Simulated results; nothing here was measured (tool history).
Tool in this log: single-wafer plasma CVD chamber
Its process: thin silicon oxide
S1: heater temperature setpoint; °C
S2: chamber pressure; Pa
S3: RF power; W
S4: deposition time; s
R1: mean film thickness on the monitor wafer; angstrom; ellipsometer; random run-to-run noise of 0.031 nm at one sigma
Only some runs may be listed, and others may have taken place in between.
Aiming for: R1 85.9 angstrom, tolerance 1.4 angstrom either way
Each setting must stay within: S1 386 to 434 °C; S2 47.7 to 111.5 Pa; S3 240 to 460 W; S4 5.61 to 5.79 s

run    day   S1    S2   S3    S4      R1
  1      0  410  79.6  350  5.61  74.713
  2    0.2  410  79.6  325  5.61   71.22
  3  0.517  401  79.6  325  5.61  72.036
  4  0.796  401  79.6  295  5.61  67.719
  5  1.162  401  84.1  295  5.61  70.821
  6  1.221  401  88.7  295  5.61  75.547
  7  1.542  401  91.5  295  5.61  78.122
  8  1.908  401  93.5  295  5.61   79.23
  9  2.217  401  95.3  295  5.61  80.651
 10  2.475  401  96.8  295  5.61  82.122
 11  2.838  401  97.9  295  5.61  82.307
 12  2.908  401  98.9  295  5.61  82.949
 13  2.942  401  99.9  295  5.61  84.445

Of the 5 settings listed for the next run, only one would bring every result within its allowed miss of target. Which one?
  A  2.975  407  109.2  260  5.79   ?
  B  2.975  405   89.7  330  5.61   ?
  C  2.975  395   95.1  295  5.79   ?
  D  2.975  399   98.8  285  5.68   ?
  E  2.975  398   96.1  280  5.68   ?

move      R1
   A  85.882
   B  81.783
   C  83.751
   D  82.967
   E  79.896
A: hits every target within its allowed miss
B: the biggest miss grows against the last run
C: the biggest miss grows against the last run
D: the biggest miss grows against the last run
E: the biggest miss grows against the last run
Correct choice: A, which meets every target
